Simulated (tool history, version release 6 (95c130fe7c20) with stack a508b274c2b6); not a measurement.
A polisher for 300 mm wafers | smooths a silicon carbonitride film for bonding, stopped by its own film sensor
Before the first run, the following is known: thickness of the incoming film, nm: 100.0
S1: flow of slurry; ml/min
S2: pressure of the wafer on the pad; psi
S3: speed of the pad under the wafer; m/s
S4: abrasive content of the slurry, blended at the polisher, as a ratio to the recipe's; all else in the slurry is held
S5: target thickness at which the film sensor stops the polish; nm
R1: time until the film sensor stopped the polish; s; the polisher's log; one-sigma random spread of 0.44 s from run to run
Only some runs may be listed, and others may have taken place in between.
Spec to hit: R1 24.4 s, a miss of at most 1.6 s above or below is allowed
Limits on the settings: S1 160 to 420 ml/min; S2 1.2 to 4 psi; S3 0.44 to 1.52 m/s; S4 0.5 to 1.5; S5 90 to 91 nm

run	hour	S1	S2	S3	S4	S5	R1
1	0	270	2.6	0.98	1	90	36.747
2	1.2	270	2.6	1.2	1	90	31.048
3	9.4	270	2.7	1.2	1	90	29.589
4	16.7	270	2.8	1.2	1	90	29.175
5	17.9	270	2.2	1.2	1	90	35.294
6	24.5	270	2.3	1.22	1	90	32.954
7	30.3	270	2.4	1.24	1	90	32.43
8	39.3	270	2.5	1.26	1	90	29.257
9	45.2	270	2.6	1.26	1	90	28.303
10	52.2	270	2.7	1.26	1	90	27.114
11	56.3	270	2.8	1.26	1	90	27.487

Which single option among these 4 for the next run brings every result within its allowed miss of target? Just one does.
A	60.4	265	3.1	1.24	0.9	91	?
B	60.4	305	2.5	1.06	1.15	91	?
C	60.4	270	3	1.1	0.95	90	?
D	60.4	280	2.8	1.48	1.05	91	?

move	R1
A	24.305
B	29.383
C	29.687
D	21.269
A: hits every target within its allowed miss
B: lands further from the targets than the last run did
C: lands further from the targets than the last run did
D: pushes the last run's worst result past its target
The right move is A.
